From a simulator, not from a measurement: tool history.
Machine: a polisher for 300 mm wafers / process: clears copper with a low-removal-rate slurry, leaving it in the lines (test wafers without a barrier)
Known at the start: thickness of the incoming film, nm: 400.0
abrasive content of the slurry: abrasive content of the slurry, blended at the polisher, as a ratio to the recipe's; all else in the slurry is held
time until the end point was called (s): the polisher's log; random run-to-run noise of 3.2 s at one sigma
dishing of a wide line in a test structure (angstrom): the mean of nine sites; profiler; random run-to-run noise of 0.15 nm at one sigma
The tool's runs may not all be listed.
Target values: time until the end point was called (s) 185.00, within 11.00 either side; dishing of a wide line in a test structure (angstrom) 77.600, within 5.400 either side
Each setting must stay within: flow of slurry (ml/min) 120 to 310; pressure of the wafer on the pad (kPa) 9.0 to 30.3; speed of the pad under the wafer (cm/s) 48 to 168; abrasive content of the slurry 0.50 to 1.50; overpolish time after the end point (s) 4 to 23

| run | hour | flow of slurry (ml/min) | pressure of the wafer on the pad (kPa) | speed of the pad under the wafer (cm/s) | abrasive content of the slurry | overpolish time after the end point (s) | time until the end point was called (s) | dishing of a wide line in a test structure (angstrom) |
|---|---|---|---|---|---|---|---|---|
| 1 | 0.0 | 200 | 19.3 | 108 | 1.00 | 12 | 141.12 | 221.540 |
| 2 | 4.7 | 200 | 19.3 | 108 | 1.00 | 14 | 143.50 | 260.580 |
| 3 | 11.2 | 200 | 19.3 | 108 | 0.85 | 14 | 150.36 | 249.410 |
| 4 | 14.1 | 195 | 17.2 | 108 | 0.90 | 12 | 166.50 | 198.730 |
| 5 | 15.3 | 220 | 16.5 | 100 | 1.05 | 10 | 173.83 | 160.230 |
| 6 | 19.5 | 220 | 16.5 | 100 | 0.85 | 10 | 177.93 | 149.230 |
| 7 | 24.0 | 220 | 16.5 | 100 | 0.85 | 10 | 184.90 | 150.300 |
| 8 | 31.3 | 225 | 13.1 | 110 | 0.85 | 4 | 195.56 | 58.182 |
| 9 | 37.6 | 225 | 15.9 | 104 | 0.85 | 6 | 176.63 | 97.139 |
| 10 | 38.6 | 220 | 15.9 | 106 | 0.85 | 6 | 175.23 | 98.183 |
| 11 | 42.2 | 220 | 15.2 | 108 | 0.85 | 6 | 176.92 | 91.626 |
| 12 | 47.7 | 220 | 13.8 | 110 | 0.85 | 4 | 185.63 | 62.808 |
| 13 | 51.2 | 230 | 13.8 | 108 | 0.85 | 4 | 187.17 | 62.022 |
| 14 | 56.3 | 230 | 14.5 | 106 | 0.85 | 4 | 184.42 | 61.296 |
| 15 | 61.6 | 220 | 14.5 | 106 | 0.85 | 4 | 192.64 | 60.470 |
| 16 | 69.3 | 225 | 14.5 | 106 | 0.85 | 4 | 186.64 | 60.789 |
| 17 | 70.7 | 230 | 14.5 | 106 | 0.85 | 4 | 188.18 | 61.884 |
| 18 | 77.8 | 230 | 15.2 | 106 | 0.85 | 7 | 182.74 | 109.440 |
| 19 | 83.8 | 220 | 15.2 | 106 | 0.85 | 7 | 186.07 | 109.280 |
| 20 | 91.2 | 210 | 15.2 | 104 | 0.90 | 7 | 187.61 | 107.390 |
| 21 | 94.2 | 225 | 15.2 | 104 | 0.90 | 7 | 181.43 | 107.610 |
| 22 | 99.5 | 280 | 12.4 | 104 | 0.90 | 4 | 204.98 | 55.881 |

Below are 4 possible settings for the next run. Only one of them brings all results inside the allowed miss of their targets. Which is it?
| A | 104.8 | 260 | 11.0 | 102 | 1.10 | 6 | ? | ? |
| B | 104.8 | 240 | 13.1 | 132 | 0.95 | 5 | ? | ? |
| C | 104.8 | 270 | 10.3 | 114 | 0.95 | 5 | ? | ? |
| D | 104.8 | 240 | 12.4 | 118 | 0.85 | 5 | ? | ? |

| move | time until the end point was called (s) | dishing of a wide line in a test structure (angstrom) |
|---|---|---|
| A | 221.48 | 77.218 |
| B | 159.40 | 89.107 |
| C | 215.03 | 66.590 |
| D | 190.28 | 75.098 |
A: the worst result of the last run now meets its target, but another is out of spec
B: carries the result that was furthest off beyond its target, to the other side
C: an improvement on the last run, though not all results are within tolerance
D: in spec on every target
Answer: D
